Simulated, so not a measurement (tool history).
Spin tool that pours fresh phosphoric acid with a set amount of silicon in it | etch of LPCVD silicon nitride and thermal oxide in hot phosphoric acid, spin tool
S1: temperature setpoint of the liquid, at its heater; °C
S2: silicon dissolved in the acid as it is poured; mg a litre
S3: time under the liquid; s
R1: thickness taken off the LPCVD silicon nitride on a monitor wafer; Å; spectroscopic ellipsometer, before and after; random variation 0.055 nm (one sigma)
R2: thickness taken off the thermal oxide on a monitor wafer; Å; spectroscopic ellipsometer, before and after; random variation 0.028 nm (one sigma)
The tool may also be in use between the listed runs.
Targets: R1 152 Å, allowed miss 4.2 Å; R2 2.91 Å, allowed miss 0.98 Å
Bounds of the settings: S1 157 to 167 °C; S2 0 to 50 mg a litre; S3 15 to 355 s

Run 1, hour 0: S1 162 °C, S2 23.5 mg a litre, S3 180 s. Result: R1 174.74 Å, R2 3.3776 Å.
Run 2, hour 3.9: S1 162 °C, S2 23.5 mg a litre, S3 230 s. Result: R1 223.39 Å, R2 3.9869 Å.
Run 3, hour 6.3: S1 162 °C, S2 23.5 mg a litre, S3 205 s. Result: R1 201.46 Å, R2 3.6275 Å.
Run 4, hour 15: S1 162 °C, S2 16.5 mg a litre, S3 205 s. Result: R1 200.93 Å, R2 3.9169 Å.
Run 5, hour 21: S1 161.5 °C, S2 16 mg a litre, S3 200 s. Result: R1 191.52 Å, R2 3.6484 Å.
Run 6, hour 27.1: S1 161 °C, S2 15 mg a litre, S3 195 s. Result: R1 183.86 Å, R2 4.353 Å.
Run 7, hour 29.8: S1 160.5 °C, S2 17.5 mg a litre, S3 195 s. Result: R1 180.92 Å, R2 3.4016 Å.
Run 8, hour 32.1: S1 160 °C, S2 17 mg a litre, S3 190 s. Result: R1 173.34 Å, R2 3.6275 Å.
Run 9, hour 36.9: S1 160 °C, S2 17.5 mg a litre, S3 190 s. Result: R1 172.9 Å, R2 4.162 Å.
Run 10, hour 45.1: S1 160 °C, S2 20.5 mg a litre, S3 190 s. Result: R1 172.41 Å, R2 3.6904 Å.
Run 11, hour 48.1: S1 160 °C, S2 22.5 mg a litre, S3 190 s. Result: R1 173.53 Å, R2 3.0953 Å.
Run 12, hour 53.7: S1 160 °C, S2 22 mg a litre, S3 190 s. Result: R1 173.03 Å, R2 2.9314 Å.
Run 13, hour 60.7: S1 160 °C, S2 21.5 mg a litre, S3 190 s. Result: R1 173.09 Å, R2 3.2999 Å.
Run 14, hour 69.3: S1 159 °C, S2 22 mg a litre, S3 185 s. Result: R1 162.17 Å, R2 2.5412 Å.
Run 15, hour 71.3: S1 159 °C, S2 21 mg a litre, S3 185 s. Result: R1 161.9 Å, R2 3.1501 Å.

Which of these 5 next moves meets every target?
Run A, hour 73.3: S1 157 °C, S2 17 mg a litre, S3 195 s. Result: R1 ?, R2 ?.
Run B, hour 73.3: S1 159 °C, S2 22 mg a litre, S3 185 s. Result: R1 ?, R2 ?.
Run C, hour 73.3: S1 160 °C, S2 40 mg a litre, S3 175 s. Result: R1 ?, R2 ?.
Run D, hour 73.3: S1 158 °C, S2 18.5 mg a litre, S3 180 s. Result: R1 ?, R2 ?.
Run E, hour 73.3: S1 160 °C, S2 31.5 mg a litre, S3 190 s. Result: R1 ?, R2 ?.

move      R1      R2
   A  159.83   3.113
   B  162.27  2.9786
   C  158.76  1.3794
   D  152.64   2.975
   E  172.36  2.3464
A: nearer than the last run, and not there yet
B: as far off as the last run
C: nearer than the last run, and not there yet
D: meets every target
E: further off than the last run
Answer: D
